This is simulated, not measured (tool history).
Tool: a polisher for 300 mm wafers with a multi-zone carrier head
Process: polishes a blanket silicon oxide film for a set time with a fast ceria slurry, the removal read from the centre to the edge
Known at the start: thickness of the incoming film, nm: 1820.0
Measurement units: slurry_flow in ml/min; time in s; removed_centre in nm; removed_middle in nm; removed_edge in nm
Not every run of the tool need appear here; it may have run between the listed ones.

| run | day | slurry_flow | centre_zone | middle_zone | edge_zone | time | removed_centre | removed_middle | removed_edge |
|---|---|---|---|---|---|---|---|---|---|
| 1 | 0.000 | 150 | 1.00 | 1.00 | 1.00 | 66 | 568.80 | 569.27 | 570.11 |
| 2 | 0.333 | 150 | 1.00 | 1.00 | 1.00 | 77 | 659.21 | 680.25 | 671.49 |
| 3 | 0.638 | 130 | 1.00 | 1.00 | 1.00 | 77 | 639.92 | 643.83 | 651.99 |
| 4 | 1.004 | 110 | 1.00 | 1.00 | 1.00 | 77 | 605.65 | 613.50 | 626.72 |
| 5 | 1.300 | 110 | 1.00 | 1.00 | 1.07 | 77 | 602.46 | 621.89 | 651.85 |
| 6 | 1.658 | 105 | 1.01 | 1.00 | 1.01 | 75 | 590.79 | 598.98 | 610.13 |
| 7 | 1.775 | 100 | 1.05 | 0.94 | 0.91 | 69 | 549.57 | 512.82 | 526.27 |

Expected results for the next run?
| 8 | 1.892 | 110 | 1.08 | 0.96 | 0.87 | 69 | ? | ? | ? |

Run 8 came out at removed_centre 585.02 nm, removed_middle 541.37 nm, removed_edge 537.21 nm.

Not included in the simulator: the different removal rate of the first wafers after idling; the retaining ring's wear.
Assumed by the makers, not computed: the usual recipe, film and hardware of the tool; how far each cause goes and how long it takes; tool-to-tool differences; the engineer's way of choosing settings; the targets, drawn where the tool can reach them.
